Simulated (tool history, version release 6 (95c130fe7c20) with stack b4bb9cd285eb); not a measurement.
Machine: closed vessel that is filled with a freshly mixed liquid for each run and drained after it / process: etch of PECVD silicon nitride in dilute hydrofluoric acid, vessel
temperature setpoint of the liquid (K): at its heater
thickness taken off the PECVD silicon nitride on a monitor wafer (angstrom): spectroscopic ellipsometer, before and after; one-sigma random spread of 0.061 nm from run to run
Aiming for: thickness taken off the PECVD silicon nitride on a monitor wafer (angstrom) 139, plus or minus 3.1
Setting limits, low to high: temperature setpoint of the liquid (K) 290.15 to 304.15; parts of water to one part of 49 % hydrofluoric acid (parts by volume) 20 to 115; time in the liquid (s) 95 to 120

run  hour  temperature setpoint of the liquid (K)  parts of water to one part of 49 % hydrofluoric acid (parts by volume)  time in the liquid (s)  thickness taken off the PECVD silicon nitride on a monitor wafer (angstrom)
  1     0                                  296.15                                                                      65                     120                                                                       45.693
  2   4.6                                  296.15                                                                      65                     120                                                                       45.025
  3   8.9                                  296.15                                                                      45                     120                                                                       65.151
  4  17.8                                  297.65                                                                      40                     120                                                                       80.529
  5  25.1                                  299.15                                                                      40                     120                                                                       88.843
  6  31.8                                  300.15                                                                      40                     120                                                                       95.324
  7  34.9                                  301.15                                                                      40                     120                                                                       101.88
  8  38.5                                  301.65                                                                      40                     120                                                                       105.59
  9  39.9                                  302.15                                                                      40                     120                                                                       108.24
 10  41.6                                  302.65                                                                      40                     120                                                                       111.66
 11  49.1                                  304.15                                                                      30                     120                                                                       164.19
 12  57.4                                  303.65                                                                      30                     120                                                                       156.91
 13  65.9                                  303.15                                                                      30                     120                                                                       153.22
 14  70.7                                  301.15                                                                      30                     120                                                                       133.18

Of the 4 settings listed for the next run, only one would bring every result within its allowed miss of target. Which one?
  A  75.5                                  300.15                                                                      25                     105                                                                            ?
  B  75.5                                  303.15                                                                      35                     120                                                                            ?
  C  75.5                                  302.15                                                                      30                     110                                                                            ?
  D  75.5                                  299.65                                                                      25                     115                                                                            ?

move  thickness taken off the PECVD silicon nitride on a monitor wafer (angstrom)
   A                                                                       131.59
   B                                                                       132.21
   C                                                                       131.94
   D                                                                       139.37
A: further off than the last run
B: further off than the last run
C: further off than the last run
D: all results in spec
The right move is D.

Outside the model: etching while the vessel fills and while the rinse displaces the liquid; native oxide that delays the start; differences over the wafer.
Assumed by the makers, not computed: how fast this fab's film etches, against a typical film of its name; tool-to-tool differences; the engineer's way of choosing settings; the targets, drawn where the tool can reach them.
